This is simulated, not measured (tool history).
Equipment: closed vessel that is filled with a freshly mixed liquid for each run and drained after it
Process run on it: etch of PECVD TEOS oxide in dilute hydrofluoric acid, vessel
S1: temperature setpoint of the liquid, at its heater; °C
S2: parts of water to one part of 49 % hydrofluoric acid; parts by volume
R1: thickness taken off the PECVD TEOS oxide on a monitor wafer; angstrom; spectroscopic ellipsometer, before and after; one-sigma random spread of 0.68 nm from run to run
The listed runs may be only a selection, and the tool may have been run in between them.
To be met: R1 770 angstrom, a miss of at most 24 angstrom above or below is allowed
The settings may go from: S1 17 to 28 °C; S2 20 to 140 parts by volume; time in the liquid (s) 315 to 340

{"run": 1, "hour": 0.0, "S1": 20, "S2": 75, "time in the liquid (s)": 315, "R1": 606.6}
{"run": 2, "hour": 5.9, "S1": 18.5, "S2": 75, "time in the liquid (s)": 315, "R1": 579.56}
{"run": 3, "hour": 8.8, "S1": 18.5, "S2": 90, "time in the liquid (s)": 315, "R1": 474.02}
{"run": 4, "hour": 14.9, "S1": 19.5, "S2": 90, "time in the liquid (s)": 315, "R1": 484.61}
{"run": 5, "hour": 22.9, "S1": 23, "S2": 90, "time in the liquid (s)": 315, "R1": 573.45}
{"run": 6, "hour": 30.2, "S1": 23.5, "S2": 90, "time in the liquid (s)": 315, "R1": 572.89}
{"run": 7, "hour": 33.8, "S1": 27.5, "S2": 75, "time in the liquid (s)": 315, "R1": 848.23}
{"run": 8, "hour": 39.5, "S1": 27, "S2": 75, "time in the liquid (s)": 315, "R1": 817.95}
{"run": 9, "hour": 41.0, "S1": 27, "S2": 75, "time in the liquid (s)": 315, "R1": 822}

Exactly one of the 5 candidate moves below puts every result within its allowed miss. Which one?
{"run": "A", "hour": 42.5, "S1": 26.5, "S2": 85, "time in the liquid (s)": 315, "R1": "?"}
{"run": "B", "hour": 42.5, "S1": 28, "S2": 75, "time in the liquid (s)": 330, "R1": "?"}
{"run": "C", "hour": 42.5, "S1": 26, "S2": 65, "time in the liquid (s)": 315, "R1": "?"}
{"run": "D", "hour": 42.5, "S1": 25.5, "S2": 75, "time in the liquid (s)": 315, "R1": "?"}
{"run": "E", "hour": 42.5, "S1": 25.5, "S2": 65, "time in the liquid (s)": 315, "R1": "?"}

move=A R1=697.3
move=B R1=890.23
move=C R1=917.44
move=D R1=769.15
move=E R1=899.04
A: moves the result that the last run missed by most past its target, out the other side
B: its largest miss is bigger than the last run's
C: its largest miss is bigger than the last run's
D: hits every target within its allowed miss
E: its largest miss is bigger than the last run's
Answer: D
